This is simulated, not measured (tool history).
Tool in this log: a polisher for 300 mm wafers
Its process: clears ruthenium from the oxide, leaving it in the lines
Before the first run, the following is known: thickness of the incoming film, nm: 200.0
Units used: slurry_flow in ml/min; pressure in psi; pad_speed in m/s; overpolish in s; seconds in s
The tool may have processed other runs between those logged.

Run 1, hour 0: slurry_flow 130 ml/min, pressure 1.8 psi, pad_speed 1.26 m/s, overpolish 14 s. Result: seconds 174.47 s.
Run 2, hour 1.3: slurry_flow 130 ml/min, pressure 1.6 psi, pad_speed 1.24 m/s, overpolish 14 s. Result: seconds 199.9 s.
Run 3, hour 8.2: slurry_flow 130 ml/min, pressure 1.5 psi, pad_speed 1.24 m/s, overpolish 14 s. Result: seconds 217.1 s.
Run 4, hour 14.6: slurry_flow 130 ml/min, pressure 1.5 psi, pad_speed 1.08 m/s, overpolish 14 s. Result: seconds 246.96 s.
Run 5, hour 18.2: slurry_flow 130 ml/min, pressure 1.5 psi, pad_speed 1.34 m/s, overpolish 14 s. Result: seconds 200.02 s.
Run 6, hour 21.9: slurry_flow 130 ml/min, pressure 1.4 psi, pad_speed 1.34 m/s, overpolish 14 s. Result: seconds 208.08 s.
Run 7, hour 23.5: slurry_flow 130 ml/min, pressure 1.3 psi, pad_speed 1.34 m/s, overpolish 14 s. Result: seconds 224.52 s.
Run 8, hour 29.4: slurry_flow 130 ml/min, pressure 1.2 psi, pad_speed 1.34 m/s, overpolish 14 s. Result: seconds 238.52 s.

For run 9, what comes out?
Run 9, hour 31.4: slurry_flow 130 ml/min, pressure 1.1 psi, pad_speed 1.34 m/s, overpolish 14 s. Result: seconds ?.

For run 9 the tool returned seconds 270.84 s.
